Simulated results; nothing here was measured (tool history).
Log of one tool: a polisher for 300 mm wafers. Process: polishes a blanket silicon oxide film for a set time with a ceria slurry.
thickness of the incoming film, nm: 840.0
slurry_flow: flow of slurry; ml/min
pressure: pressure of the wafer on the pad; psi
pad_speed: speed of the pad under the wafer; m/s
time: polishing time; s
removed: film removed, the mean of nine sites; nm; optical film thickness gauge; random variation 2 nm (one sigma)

| run | day | slurry_flow | pressure | pad_speed | time | removed |
|---|---|---|---|---|---|---|
| 1 | 0.000 | 300 | 2.1 | 1.40 | 39 | 151.67 |
| 2 | 0.058 | 300 | 2.1 | 1.40 | 39 | 150.35 |
| 3 | 0.175 | 300 | 2.1 | 1.52 | 39 | 161.02 |
| 4 | 0.371 | 300 | 1.7 | 1.52 | 39 | 139.94 |
| 5 | 0.562 | 300 | 1.2 | 1.52 | 39 | 112.52 |
| 6 | 0.846 | 300 | 1.0 | 1.52 | 39 | 103.30 |
| 7 | 0.883 | 300 | 1.6 | 1.58 | 39 | 143.22 |
| 8 | 1.133 | 300 | 1.8 | 1.58 | 39 | 148.98 |

Run 9 comes next. What will it give?
| 9 | 1.208 | 300 | 2.0 | 1.58 | 39 | ? |

removed: 163.72 nm
